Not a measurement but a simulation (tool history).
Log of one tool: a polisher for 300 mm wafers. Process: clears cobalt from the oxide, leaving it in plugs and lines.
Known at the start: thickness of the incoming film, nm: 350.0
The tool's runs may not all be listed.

run	hour	flow of slurry (ml/min)	pressure of the wafer on the pad (psi)	speed of the pad under the wafer (cm/s)	overpolish time after the end point (s)	time until the end point was called (s)	dishing of a wide line in a test structure (Å)
1	0	225	2	102	20	67.72	588.22
2	3.9	225	2.2	102	20	63.14	567.08
3	10.9	225	2.6	102	20	54.482	625.16
4	13.1	225	2.3	102	20	59.629	571.26
5	20	275	2.3	102	20	58.667	599.09
6	27.4	275	2.4	102	21	57.478	608.73
7	28.1	275	2.5	102	22	55.74	664.86

Run 8 comes next. What will it give?
8	32.6	275	2.6	102	22	?	?

time until the end point was called (s): 52.727
dishing of a wide line in a test structure (Å): 639.53

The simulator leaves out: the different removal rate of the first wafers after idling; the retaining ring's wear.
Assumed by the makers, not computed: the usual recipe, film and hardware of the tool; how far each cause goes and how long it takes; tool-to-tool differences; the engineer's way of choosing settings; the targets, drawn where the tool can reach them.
